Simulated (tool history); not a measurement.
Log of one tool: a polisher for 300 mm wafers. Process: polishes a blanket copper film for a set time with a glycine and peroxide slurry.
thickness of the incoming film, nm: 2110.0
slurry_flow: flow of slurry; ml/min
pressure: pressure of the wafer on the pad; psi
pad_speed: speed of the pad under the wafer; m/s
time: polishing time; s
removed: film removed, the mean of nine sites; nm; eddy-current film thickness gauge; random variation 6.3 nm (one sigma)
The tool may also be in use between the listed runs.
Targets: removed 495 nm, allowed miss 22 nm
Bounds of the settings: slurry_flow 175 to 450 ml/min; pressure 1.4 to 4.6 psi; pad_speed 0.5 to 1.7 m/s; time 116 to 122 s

| run | hour | slurry_flow | pressure | pad_speed | time | removed |
|---|---|---|---|---|---|---|
| 1 | 0 | 290 | 3 | 1.1 | 116 | 607.44 |
| 2 | 4.4 | 335 | 3 | 1.1 | 116 | 616.23 |
| 3 | 11.4 | 335 | 2.9 | 1.1 | 116 | 597.63 |
| 4 | 15.9 | 405 | 2.9 | 1.1 | 116 | 605.47 |
| 5 | 23.5 | 405 | 3.2 | 1.1 | 116 | 657.68 |
| 6 | 24.4 | 405 | 3.1 | 1.1 | 116 | 649.51 |
| 7 | 30.3 | 405 | 3 | 1.1 | 116 | 623.16 |
| 8 | 36.4 | 405 | 2.9 | 1.1 | 116 | 609.06 |
|  | 37.2 | slurry nozzle cleaned |
| 9 | 37.2 | 405 | 2.9 | 1.1 | 116 | 633.42 |
| 10 | 41 | 400 | 2.7 | 1.08 | 116 | 587.21 |
| 11 | 45.5 | 400 | 2.6 | 1.08 | 116 | 565.56 |
| 12 | 53.8 | 400 | 2.5 | 1.08 | 116 | 570.87 |
| 13 | 61.9 | 400 | 2.4 | 1.08 | 116 | 546.19 |
| 14 | 62.5 | 400 | 2.3 | 1.08 | 116 | 531.94 |

4 next moves are on the table. One of them brings every result within its allowed miss. Which?
| A | 63.1 | 380 | 2.2 | 1.06 | 116 | ? |
| B | 63.1 | 360 | 2.1 | 0.96 | 116 | ? |
| C | 63.1 | 310 | 2.3 | 0.9 | 118 | ? |
| D | 63.1 | 290 | 2 | 1.06 | 116 | ? |

| move | removed |
|---|---|
| A | 491.61 |
| B | 438.61 |
| C | 444.99 |
| D | 450.18 |
A: meets every target
B: takes the result that was furthest off past its target
C: takes the result that was furthest off past its target
D: takes the result that was furthest off past its target
The right move is A.

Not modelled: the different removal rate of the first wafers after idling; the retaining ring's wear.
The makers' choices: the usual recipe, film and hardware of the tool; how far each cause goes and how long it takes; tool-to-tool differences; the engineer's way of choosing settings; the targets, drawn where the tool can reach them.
